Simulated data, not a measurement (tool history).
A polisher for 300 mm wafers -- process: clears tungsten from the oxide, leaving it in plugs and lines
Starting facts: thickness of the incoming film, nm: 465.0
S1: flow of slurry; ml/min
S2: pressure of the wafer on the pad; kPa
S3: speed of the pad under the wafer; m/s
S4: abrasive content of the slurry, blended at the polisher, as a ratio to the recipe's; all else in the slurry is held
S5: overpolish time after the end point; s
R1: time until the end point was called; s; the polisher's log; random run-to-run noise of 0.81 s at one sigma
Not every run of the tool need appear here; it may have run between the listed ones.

{"run": 1, "hour": 0.0, "S1": 200, "S2": 17.2, "S3": 1.38, "S4": 1.0, "S5": 11, "R1": 105.17}
{"run": 2, "hour": 3.1, "S1": 200, "S2": 17.2, "S3": 1.38, "S4": 1.0, "S5": 11, "R1": 105.31}
{"run": 3, "hour": 8.2, "S1": 205, "S2": 17.9, "S3": 1.38, "S4": 1.0, "S5": 11, "R1": 102.15}
{"run": 4, "hour": 15.0, "S1": 205, "S2": 17.9, "S3": 1.2, "S4": 1.0, "S5": 11, "R1": 116.37}
{"run": 5, "hour": 20.5, "S1": 205, "S2": 20.0, "S3": 1.2, "S4": 1.0, "S5": 11, "R1": 109.33}
{"run": 6, "hour": 22.1, "S1": 210, "S2": 20.7, "S3": 1.2, "S4": 1.0, "S5": 11, "R1": 104.05}
{"hour": 27.5, "done": "head pressure recalibrated"}
{"run": 7, "hour": 27.5, "S1": 210, "S2": 20.7, "S3": 1.2, "S4": 1.0, "S5": 11, "R1": 109.16}

What does the tool deliver on the next run?
{"run": 8, "hour": 36.4, "S1": 210, "S2": 21.4, "S3": 1.2, "S4": 1.0, "S5": 11, "R1": "?"}

Run 8 gave R1 107.74 s.
